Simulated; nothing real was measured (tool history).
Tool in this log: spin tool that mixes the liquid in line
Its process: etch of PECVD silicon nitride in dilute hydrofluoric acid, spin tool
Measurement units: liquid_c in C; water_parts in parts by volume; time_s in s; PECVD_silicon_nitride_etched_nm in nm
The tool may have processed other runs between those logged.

run    day  liquid_c  water_parts  time_s  PECVD_silicon_nitride_etched_nm
  1      0        25          270     275                           3.1013
  2  0.354        27          265     275                           3.5782
  3  0.583        27          345     275                           2.7508
  4    0.7      24.5          345     275                           2.3489
  5  0.992        23          345     275                           2.1634
  6  1.154        25          345     275                           2.4552
  7  1.442        27          320     275                           2.9745
  8  1.708      28.5          300     275                           3.4899
  9  1.733      29.5          285     275                           3.8796
 10  2.033      30.5          275     275                           4.3046

Run 11 comes next. What will it give?
 11  2.125        31          270     275                                ?

PECVD_silicon_nitride_etched_nm: 4.4759 nm
